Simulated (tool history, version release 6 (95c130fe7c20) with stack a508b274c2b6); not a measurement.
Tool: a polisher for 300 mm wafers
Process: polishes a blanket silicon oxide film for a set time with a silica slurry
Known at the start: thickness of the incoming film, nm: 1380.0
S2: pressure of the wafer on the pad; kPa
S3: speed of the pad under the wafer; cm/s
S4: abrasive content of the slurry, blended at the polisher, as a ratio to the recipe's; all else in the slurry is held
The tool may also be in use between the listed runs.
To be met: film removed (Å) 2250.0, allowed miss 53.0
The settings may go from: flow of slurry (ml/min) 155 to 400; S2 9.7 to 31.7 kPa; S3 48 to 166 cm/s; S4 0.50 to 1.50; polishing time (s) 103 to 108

Run 1, hour 0.0: flow of slurry (ml/min) 255, S2 20.7 kPa, S3 106 cm/s, S4 1.00, polishing time (s) 103. Result: film removed (Å) 2017.1.
Run 2, hour 6.8: flow of slurry (ml/min) 255, S2 20.7 kPa, S3 106 cm/s, S4 1.00, polishing time (s) 103. Result: film removed (Å) 1988.1.
Run 3, hour 14.9: flow of slurry (ml/min) 255, S2 20.7 kPa, S3 78 cm/s, S4 1.00, polishing time (s) 103. Result: film removed (Å) 1661.8.
Run 4, hour 20.6: flow of slurry (ml/min) 255, S2 20.7 kPa, S3 104 cm/s, S4 1.00, polishing time (s) 103. Result: film removed (Å) 1979.4.
Run 5, hour 21.5: flow of slurry (ml/min) 205, S2 20.7 kPa, S3 104 cm/s, S4 1.00, polishing time (s) 103. Result: film removed (Å) 1922.8.
Run 6, hour 26.7: flow of slurry (ml/min) 220, S2 21.4 kPa, S3 104 cm/s, S4 1.00, polishing time (s) 103. Result: film removed (Å) 2032.0.
Run 7, hour 31.4: flow of slurry (ml/min) 225, S2 22.1 kPa, S3 104 cm/s, S4 1.00, polishing time (s) 103. Result: film removed (Å) 2077.1.
Run 8, hour 34.5: flow of slurry (ml/min) 225, S2 22.1 kPa, S3 104 cm/s, S4 1.00, polishing time (s) 103. Result: film removed (Å) 2086.5.
Run 9, hour 40.8: flow of slurry (ml/min) 235, S2 22.1 kPa, S3 104 cm/s, S4 1.00, polishing time (s) 103. Result: film removed (Å) 2088.1.
Run 10, hour 43.9: flow of slurry (ml/min) 240, S2 22.1 kPa, S3 104 cm/s, S4 1.00, polishing time (s) 103. Result: film removed (Å) 2107.7.
Run 11, hour 49.0: flow of slurry (ml/min) 250, S2 22.1 kPa, S3 104 cm/s, S4 1.00, polishing time (s) 103. Result: film removed (Å) 2121.0.

Which of these 5 next moves meets every target?
Run A, hour 54.1: flow of slurry (ml/min) 240, S2 20.0 kPa, S3 118 cm/s, S4 0.90, polishing time (s) 105. Result: film removed (Å) ?.
Run B, hour 54.1: flow of slurry (ml/min) 245, S2 22.1 kPa, S3 104 cm/s, S4 0.95, polishing time (s) 105. Result: film removed (Å) ?.
Run C, hour 54.1: flow of slurry (ml/min) 255, S2 19.3 kPa, S3 122 cm/s, S4 0.85, polishing time (s) 108. Result: film removed (Å) ?.
Run D, hour 54.1: flow of slurry (ml/min) 245, S2 19.3 kPa, S3 120 cm/s, S4 1.00, polishing time (s) 105. Result: film removed (Å) ?.
Run E, hour 54.1: flow of slurry (ml/min) 255, S2 22.1 kPa, S3 112 cm/s, S4 1.00, polishing time (s) 105. Result: film removed (Å) ?.

move  film removed (Å)
   A            1983.2
   B            2080.8
   C            1956.1
   D            2065.9
   E            2256.7
A: further off than the last run
B: further off than the last run
C: further off than the last run
D: further off than the last run
E: meets every target
Move E is the one to make.
